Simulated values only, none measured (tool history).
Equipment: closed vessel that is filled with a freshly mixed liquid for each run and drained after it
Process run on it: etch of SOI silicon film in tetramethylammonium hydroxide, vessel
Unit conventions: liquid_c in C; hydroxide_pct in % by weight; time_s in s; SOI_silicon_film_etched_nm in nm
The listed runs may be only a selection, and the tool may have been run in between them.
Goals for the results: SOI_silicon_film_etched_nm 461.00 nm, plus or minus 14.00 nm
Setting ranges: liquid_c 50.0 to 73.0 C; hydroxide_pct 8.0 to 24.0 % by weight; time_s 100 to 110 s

run    day  liquid_c  hydroxide_pct  time_s  SOI_silicon_film_etched_nm
  1  0.000      60.0           16.0     100                      315.05
  2  0.146      60.5           16.0     100                      322.03
  3  0.279      60.5           16.0     110                      355.94
  4  0.338      60.5           16.0     110                      354.49
  5  0.396      58.0           16.0     110                      304.44
  6  0.521      58.5           16.0     110                      312.39
  7  0.596      59.0           16.0     110                      323.66
  8  0.858      59.5           16.0     110                      333.46
  9  1.179      60.0           16.0     110                      344.07
 10  1.200      60.0           16.0     110                      347.43
 11  1.558      60.5           16.0     110                      354.78
 12  1.583      65.5           16.0     110                      487.55

5 next moves are on the table. One of them brings every result within its allowed miss. Which?
  A  1.608      67.5           14.5     105                           ?
  B  1.608      66.0           15.5     110                           ?
  C  1.608      67.0           18.0     100                           ?
  D  1.608      70.0           20.0     100                           ?
  E  1.608      71.0           23.0     100                           ?

move  SOI_silicon_film_etched_nm
   A                      550.03
   B                      511.57
   C                      467.51
   D                      533.29
   E                      512.98
A: the biggest miss grows against the last run
B: the biggest miss grows against the last run
C: meets every target
D: the biggest miss grows against the last run
E: the biggest miss grows against the last run
The right move is C.
